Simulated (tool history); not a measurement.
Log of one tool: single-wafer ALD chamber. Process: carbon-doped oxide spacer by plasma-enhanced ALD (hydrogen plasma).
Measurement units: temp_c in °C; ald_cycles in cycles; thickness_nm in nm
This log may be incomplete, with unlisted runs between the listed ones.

Run 1, hour 0: temp_c 420 °C, ald_cycles 359 cycles. Result: thickness_nm 16.47 nm.
Run 2, hour 2.1: temp_c 426 °C, ald_cycles 342 cycles. Result: thickness_nm 15.211 nm.
Run 3, hour 7.4: temp_c 416 °C, ald_cycles 342 cycles. Result: thickness_nm 15.877 nm.
Run 4, hour 9.3: temp_c 416 °C, ald_cycles 313 cycles. Result: thickness_nm 14.486 nm.
Run 5, hour 11.6: temp_c 416 °C, ald_cycles 352 cycles. Result: thickness_nm 16.334 nm.
Run 6, hour 18.8: temp_c 424 °C, ald_cycles 352 cycles. Result: thickness_nm 15.938 nm.
Run 7, hour 26.6: temp_c 429 °C, ald_cycles 339 cycles. Result: thickness_nm 14.973 nm.
Run 8, hour 29.4: temp_c 433 °C, ald_cycles 331 cycles. Result: thickness_nm 14.453 nm.

For run 9, what comes out?
Run 9, hour 36.9: temp_c 436 °C, ald_cycles 325 cycles. Result: thickness_nm ?.

Run 9 measured thickness_nm 14.013 nm.
